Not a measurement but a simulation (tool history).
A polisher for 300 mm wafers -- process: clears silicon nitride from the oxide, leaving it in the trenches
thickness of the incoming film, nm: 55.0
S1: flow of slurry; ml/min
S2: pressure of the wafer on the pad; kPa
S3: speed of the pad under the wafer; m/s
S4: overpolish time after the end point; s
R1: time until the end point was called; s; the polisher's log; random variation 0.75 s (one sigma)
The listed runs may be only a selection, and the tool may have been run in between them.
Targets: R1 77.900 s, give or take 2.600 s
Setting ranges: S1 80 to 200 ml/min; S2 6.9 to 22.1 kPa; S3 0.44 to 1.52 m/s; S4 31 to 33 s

{"run": 1, "hour": 0.0, "S1": 130, "S2": 14.5, "S3": 0.98, "S4": 31, "R1": 93.708}
{"run": 2, "hour": 4.4, "S1": 130, "S2": 14.5, "S3": 0.98, "S4": 33, "R1": 95.915}
{"run": 3, "hour": 8.0, "S1": 130, "S2": 14.5, "S3": 0.98, "S4": 33, "R1": 94.118}
{"run": 4, "hour": 15.0, "S1": 135, "S2": 14.5, "S3": 0.98, "S4": 33, "R1": 93.445}
{"run": 5, "hour": 21.8, "S1": 140, "S2": 14.5, "S3": 0.98, "S4": 33, "R1": 92.658}
{"run": 6, "hour": 24.4, "S1": 160, "S2": 14.5, "S3": 0.98, "S4": 33, "R1": 90.173}
{"run": 7, "hour": 25.5, "S1": 170, "S2": 15.2, "S3": 0.98, "S4": 33, "R1": 86.356}
{"run": 8, "hour": 31.4, "S1": 170, "S2": 15.9, "S3": 0.98, "S4": 33, "R1": 83.256}

5 candidate next runs follow, results not yet known. Just one meets every target within its allowed miss. Identify it.
{"run": "A", "hour": 37.3, "S1": 155, "S2": 15.9, "S3": 1.16, "S4": 31, "R1": "?"}
{"run": "B", "hour": 37.3, "S1": 130, "S2": 18.6, "S3": 1.04, "S4": 31, "R1": "?"}
{"run": "C", "hour": 37.3, "S1": 155, "S2": 17.9, "S3": 0.86, "S4": 33, "R1": "?"}
{"run": "D", "hour": 37.3, "S1": 115, "S2": 13.8, "S3": 1.04, "S4": 33, "R1": "?"}
{"run": "E", "hour": 37.3, "S1": 175, "S2": 15.2, "S3": 1.08, "S4": 33, "R1": "?"}

move=A R1=73.321
move=B R1=73.832
move=C R1=88.518
move=D R1=97.288
move=E R1=79.888
A: moves the result that the last run missed by most past its target, out the other side
B: moves the result that the last run missed by most past its target, out the other side
C: further off than the last run
D: further off than the last run
E: in spec on every target
The right move is E.
